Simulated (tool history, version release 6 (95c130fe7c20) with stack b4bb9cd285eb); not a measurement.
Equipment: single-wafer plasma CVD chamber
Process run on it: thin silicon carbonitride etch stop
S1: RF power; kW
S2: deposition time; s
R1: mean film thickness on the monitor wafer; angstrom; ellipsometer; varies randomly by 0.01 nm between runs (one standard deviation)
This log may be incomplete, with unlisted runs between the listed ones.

run	hour	S1	S2	R1
1	0	0.24	8.65	54.491
2	5	0.24	9.38	59.104
3	6.4	0.24	9.99	62.865
4	11.6	0.24	9.22	58.132
5	20.2	0.255	9.22	59.348
6	21.4	0.235	8.57	53.727

Run 7 comes next. What will it give?
7	24.8	0.22	8.09	?

Run 7 came out at R1 49.448 angstrom.
